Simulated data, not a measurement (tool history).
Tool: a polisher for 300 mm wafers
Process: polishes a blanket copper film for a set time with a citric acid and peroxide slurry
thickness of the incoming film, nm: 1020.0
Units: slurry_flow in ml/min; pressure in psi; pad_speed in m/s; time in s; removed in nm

Run 1, day 0: slurry_flow 235 ml/min, pressure 2.4 psi, pad_speed 1.12 m/s, slurry_solids 1, time 90 s. Result: removed 196.68 nm.
Run 2, day 0.142: slurry_flow 235 ml/min, pressure 2.4 psi, pad_speed 1.3 m/s, slurry_solids 1, time 90 s. Result: removed 230.15 nm.
Run 3, day 0.392: slurry_flow 235 ml/min, pressure 1.8 psi, pad_speed 1.3 m/s, slurry_solids 1, time 90 s. Result: removed 171.62 nm.
Run 4, day 0.5: slurry_flow 235 ml/min, pressure 1.8 psi, pad_speed 1.3 m/s, slurry_solids 0.9, time 90 s. Result: removed 163.07 nm.
Run 5, day 0.788: slurry_flow 235 ml/min, pressure 1.6 psi, pad_speed 1.3 m/s, slurry_solids 0.9, time 90 s. Result: removed 148.99 nm.
Run 6, day 1.042: slurry_flow 235 ml/min, pressure 1.2 psi, pad_speed 1.3 m/s, slurry_solids 0.9, time 90 s. Result: removed 113.15 nm.

The next listed run, before its measurement:
At day 1.292: head pressure recalibrated.
Run 7, day 1.292: slurry_flow 235 ml/min, pressure 1.4 psi, pad_speed 1.3 m/s, slurry_solids 0.9, time 90 s. Result: removed ?.

Run 7 gave removed 125.34 nm.
